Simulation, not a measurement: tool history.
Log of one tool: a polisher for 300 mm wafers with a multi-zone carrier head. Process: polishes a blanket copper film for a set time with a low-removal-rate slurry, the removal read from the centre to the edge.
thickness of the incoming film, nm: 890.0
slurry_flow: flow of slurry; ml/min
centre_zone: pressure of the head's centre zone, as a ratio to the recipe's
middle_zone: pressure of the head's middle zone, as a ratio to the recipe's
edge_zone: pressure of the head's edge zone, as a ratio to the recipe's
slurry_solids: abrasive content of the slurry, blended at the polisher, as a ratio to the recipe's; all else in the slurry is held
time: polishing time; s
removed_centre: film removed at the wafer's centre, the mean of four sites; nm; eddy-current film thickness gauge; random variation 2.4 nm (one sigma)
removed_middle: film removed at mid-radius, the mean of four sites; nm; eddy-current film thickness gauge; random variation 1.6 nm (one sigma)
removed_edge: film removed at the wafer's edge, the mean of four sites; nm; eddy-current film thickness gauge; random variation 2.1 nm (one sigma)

Run 1, hour 0: slurry_flow 215 ml/min, centre_zone 1, middle_zone 1, edge_zone 1, slurry_solids 1, time 65 s. Result: removed_centre 188.15 nm, removed_middle 186.53 nm, removed_edge 187.48 nm.
Run 2, hour 0.9: slurry_flow 215 ml/min, centre_zone 1, middle_zone 0.99, edge_zone 1, slurry_solids 1, time 65 s. Result: removed_centre 190.57 nm, removed_middle 184.2 nm, removed_edge 186.91 nm.
Run 3, hour 9.1: slurry_flow 205 ml/min, centre_zone 1.01, middle_zone 0.97, edge_zone 0.99, slurry_solids 1, time 65 s. Result: removed_centre 186.98 nm, removed_middle 182.61 nm, removed_edge 185.09 nm.
Run 4, hour 9.7: slurry_flow 205 ml/min, centre_zone 1.01, middle_zone 0.97, edge_zone 0.99, slurry_solids 1, time 71 s. Result: removed_centre 208.06 nm, removed_middle 200.04 nm, removed_edge 201.64 nm.
At hour 13.1: worn pad replaced by a new one.
Run 5, hour 13.1: slurry_flow 205 ml/min, centre_zone 1.01, middle_zone 0.97, edge_zone 0.94, slurry_solids 1, time 71 s. Result: removed_centre 230.97 nm, removed_middle 223.75 nm, removed_edge 220.49 nm.
Run 6, hour 20.7: slurry_flow 200 ml/min, centre_zone 1.02, middle_zone 0.97, edge_zone 0.95, slurry_solids 1, time 71 s. Result: removed_centre 234.27 nm, removed_middle 226.03 nm, removed_edge 218.9 nm.

The next listed run, before its measurement:
Run 7, hour 22.1: slurry_flow 195 ml/min, centre_zone 1.02, middle_zone 0.96, edge_zone 0.96, slurry_solids 0.95, time 71 s. Result: removed_centre ?, removed_middle ?, removed_edge ?.

Run 7 gave removed_centre 229.64 nm, removed_middle 219.7 nm, removed_edge 219.92 nm.

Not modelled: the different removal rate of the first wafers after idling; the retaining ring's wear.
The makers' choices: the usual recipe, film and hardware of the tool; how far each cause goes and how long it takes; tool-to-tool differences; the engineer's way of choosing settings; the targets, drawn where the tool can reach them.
